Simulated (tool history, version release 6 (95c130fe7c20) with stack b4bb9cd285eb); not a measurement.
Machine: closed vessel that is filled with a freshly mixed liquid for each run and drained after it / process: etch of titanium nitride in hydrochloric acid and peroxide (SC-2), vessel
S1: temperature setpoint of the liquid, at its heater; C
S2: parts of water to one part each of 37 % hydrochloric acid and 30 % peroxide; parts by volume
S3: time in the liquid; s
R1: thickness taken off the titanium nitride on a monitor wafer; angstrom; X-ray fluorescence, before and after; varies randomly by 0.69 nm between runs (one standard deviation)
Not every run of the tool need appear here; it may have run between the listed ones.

run    day    S1  S2   S3      R1
  1      0    65   5  540  962.45
  2    0.1  65.5   5  540  994.54
  3  0.246  65.5   5  540  990.77
  4    0.6    66   5  540    1036
  5  0.804    66   4  540  1200.6
  6  1.121    66   4  540  1205.6
  7  1.204  65.5   4  540  1172.6

Run 8 has not been measured yet. What should we expect?
  8  1.408  64.5   4  540   ?

R1: 1085.9 angstrom
